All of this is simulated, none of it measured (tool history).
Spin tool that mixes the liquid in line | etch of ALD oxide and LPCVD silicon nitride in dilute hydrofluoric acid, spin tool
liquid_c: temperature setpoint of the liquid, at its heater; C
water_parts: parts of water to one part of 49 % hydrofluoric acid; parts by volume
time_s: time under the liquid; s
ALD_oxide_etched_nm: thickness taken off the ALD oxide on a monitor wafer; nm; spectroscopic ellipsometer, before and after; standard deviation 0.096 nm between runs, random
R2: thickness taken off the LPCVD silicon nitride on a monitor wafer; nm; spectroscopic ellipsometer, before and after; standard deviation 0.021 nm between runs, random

run 1 hour=0 | liquid_c=26 water_parts=50 time_s=30 | ALD_oxide_etched_nm=15.2 R2=0.34773
run 2 hour=5 | liquid_c=29 water_parts=50 time_s=30 | ALD_oxide_etched_nm=17.212 R2=0.4555
run 3 hour=8.5 | liquid_c=29 water_parts=50 time_s=35 | ALD_oxide_etched_nm=19.905 R2=0.43854
run 4 hour=11.9 | liquid_c=29 water_parts=60 time_s=35 | ALD_oxide_etched_nm=16.457 R2=0.37272
run 5 hour=19.6 | liquid_c=27.5 water_parts=60 time_s=35 | ALD_oxide_etched_nm=15.616 R2=0.38735
run 6 hour=21.2 | liquid_c=27.5 water_parts=60 time_s=30 | ALD_oxide_etched_nm=13.353 R2=0.30801

Run 7, settings as shown, results not yet in. Your forecast:
run 7 hour=23.8 | liquid_c=27 water_parts=60 time_s=30 | ALD_oxide_etched_nm=? R2=?

{"run 7": {"ALD_oxide_etched_nm": 12.972, "R2": 0.26376}}
